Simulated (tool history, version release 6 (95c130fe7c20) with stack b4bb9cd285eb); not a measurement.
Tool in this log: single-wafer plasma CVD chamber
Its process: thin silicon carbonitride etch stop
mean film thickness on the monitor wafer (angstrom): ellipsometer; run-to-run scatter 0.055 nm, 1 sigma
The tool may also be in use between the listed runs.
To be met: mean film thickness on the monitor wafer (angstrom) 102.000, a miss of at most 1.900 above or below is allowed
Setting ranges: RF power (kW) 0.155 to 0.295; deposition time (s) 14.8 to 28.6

run    day  RF power (kW)  deposition time (s)  mean film thickness on the monitor wafer (angstrom)
  1  0.000          0.225                 21.7                                              123.080
  2  0.212          0.225                 24.3                                              138.850
  3  0.283          0.225                 22.4                                              127.410
  4  0.554          0.225                 19.5                                              111.200
  5  0.679          0.215                 19.3                                              108.190
  6  0.762          0.210                 19.2                                              106.170
  7  1.021          0.205                 19.2                                              105.460
  8  1.046          0.200                 19.2                                              105.380

Below are 4 possible settings for the next run. Only one of them brings all results inside the allowed miss of their targets. Which is it?
  A  1.071          0.200                 17.9                                                    ?
  B  1.071          0.180                 18.9                                                    ?
  C  1.071          0.195                 18.2                                                    ?
  D  1.071          0.205                 18.6                                                    ?

move  mean film thickness on the monitor wafer (angstrom)
   A                                               96.816
   B                                               97.646
   C                                               97.380
   D                                              101.660
A: moves the result that the last run missed by most past its target, out the other side
B: moves the result that the last run missed by most past its target, out the other side
C: moves the result that the last run missed by most past its target, out the other side
D: hits every target within its allowed miss
D is the move that brings every result within its allowed miss.
